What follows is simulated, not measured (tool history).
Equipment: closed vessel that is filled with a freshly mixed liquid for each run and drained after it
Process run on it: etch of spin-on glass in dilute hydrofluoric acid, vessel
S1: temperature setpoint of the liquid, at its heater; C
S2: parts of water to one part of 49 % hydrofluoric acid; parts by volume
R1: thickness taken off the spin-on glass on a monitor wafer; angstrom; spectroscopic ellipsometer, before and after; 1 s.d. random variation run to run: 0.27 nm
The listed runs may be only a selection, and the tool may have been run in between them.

run 1 day=0 | S1=24 S2=185 time_in_the_liquid_(s)=105 | R1=299.7
run 2 day=0.333 | S1=25.5 S2=170 time_in_the_liquid_(s)=105 | R1=353.38
run 3 day=0.388 | S1=27 S2=160 time_in_the_liquid_(s)=105 | R1=400.89
run 4 day=0.638 | S1=27 S2=210 time_in_the_liquid_(s)=105 | R1=289.33
run 5 day=0.862 | S1=28 S2=190 time_in_the_liquid_(s)=105 | R1=337.79
run 6 day=1.221 | S1=31 S2=190 time_in_the_liquid_(s)=105 | R1=377.1
run 7 day=1.325 | S1=31 S2=175 time_in_the_liquid_(s)=105 | R1=417.53
run 8 day=1.633 | S1=31 S2=160 time_in_the_liquid_(s)=105 | R1=464.63
run 9 day=1.758 | S1=31 S2=150 time_in_the_liquid_(s)=105 | R1=499.7
run 10 day=1.858 | S1=31 S2=145 time_in_the_liquid_(s)=105 | R1=524.68
run 11 day=1.942 | S1=31 S2=145 time_in_the_liquid_(s)=105 | R1=521.62
run 12 day=2.162 | S1=31 S2=140 time_in_the_liquid_(s)=105 | R1=541.3

Run 13, settings as shown, results not yet in. Your forecast:
run 13 day=2.321 | S1=31 S2=135 time_in_the_liquid_(s)=105 | R1=?

R1: 568.03 angstrom

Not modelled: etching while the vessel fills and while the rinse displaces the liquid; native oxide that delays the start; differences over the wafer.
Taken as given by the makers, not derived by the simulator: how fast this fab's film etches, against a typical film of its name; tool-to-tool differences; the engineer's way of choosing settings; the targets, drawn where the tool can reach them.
